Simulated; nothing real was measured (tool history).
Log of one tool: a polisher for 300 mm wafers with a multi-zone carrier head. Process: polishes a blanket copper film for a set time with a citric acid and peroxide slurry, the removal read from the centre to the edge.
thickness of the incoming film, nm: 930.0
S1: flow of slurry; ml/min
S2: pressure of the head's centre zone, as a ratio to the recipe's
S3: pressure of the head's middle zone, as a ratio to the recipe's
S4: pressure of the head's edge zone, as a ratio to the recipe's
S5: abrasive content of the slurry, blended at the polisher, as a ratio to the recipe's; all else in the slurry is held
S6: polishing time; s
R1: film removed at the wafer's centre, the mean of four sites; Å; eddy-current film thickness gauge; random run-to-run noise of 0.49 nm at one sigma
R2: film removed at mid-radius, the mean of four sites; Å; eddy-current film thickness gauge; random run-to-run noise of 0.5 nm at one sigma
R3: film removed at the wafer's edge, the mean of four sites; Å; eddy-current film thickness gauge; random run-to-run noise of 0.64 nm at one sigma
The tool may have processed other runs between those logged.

Run 1, hour 0.0: S1 275 ml/min, S2 1.00, S3 1.00, S4 1.00, S5 1.00, S6 42 s. Result: R1 570.44 Å, R2 564.51 Å, R3 562.81 Å.
Run 2, hour 8.4: S1 275 ml/min, S2 0.97, S3 1.00, S4 0.98, S5 0.90, S6 41 s. Result: R1 533.91 Å, R2 552.78 Å, R3 539.94 Å.
Run 3, hour 13.7: S1 275 ml/min, S2 0.97, S3 1.00, S4 0.98, S5 0.70, S6 41 s. Result: R1 518.21 Å, R2 528.84 Å, R3 499.66 Å.
Run 4, hour 16.4: S1 270 ml/min, S2 0.94, S3 0.99, S4 0.98, S5 0.65, S6 40 s. Result: R1 476.33 Å, R2 505.62 Å, R3 470.47 Å.
Run 5, hour 20.9: S1 265 ml/min, S2 0.92, S3 0.97, S4 0.99, S5 0.65, S6 40 s. Result: R1 470.22 Å, R2 485.86 Å, R3 490.24 Å.
Run 6, hour 29.5: S1 265 ml/min, S2 0.85, S3 0.97, S4 0.99, S5 0.65, S6 40 s. Result: R1 437.35 Å, R2 494.95 Å, R3 489.20 Å.
Run 7, hour 30.3: S1 265 ml/min, S2 0.84, S3 0.96, S4 0.98, S5 0.60, S6 40 s. Result: R1 436.34 Å, R2 486.65 Å, R3 478.09 Å.
Run 8, hour 34.0: S1 260 ml/min, S2 0.83, S3 0.96, S4 0.98, S5 0.60, S6 40 s. Result: R1 414.81 Å, R2 480.73 Å, R3 492.27 Å.
Run 9, hour 42.7: S1 265 ml/min, S2 0.84, S3 0.96, S4 0.97, S5 0.60, S6 39 s. Result: R1 420.83 Å, R2 473.84 Å, R3 470.41 Å.
Run 10, hour 49.6: S1 260 ml/min, S2 0.84, S3 0.96, S4 0.96, S5 0.60, S6 39 s. Result: R1 412.62 Å, R2 468.89 Å, R3 462.02 Å.
Run 11, hour 57.4: S1 255 ml/min, S2 0.84, S3 0.96, S4 0.95, S5 0.60, S6 39 s. Result: R1 411.25 Å, R2 458.85 Å, R3 474.78 Å.

The next listed run, before its measurement:
Run 12, hour 63.6: S1 255 ml/min, S2 0.84, S3 0.96, S4 0.95, S5 0.60, S6 39 s. Result: R1 ?, R2 ?, R3 ?.

R1: 409.62 Å
R2: 476.93 Å
R3: 458.97 Å
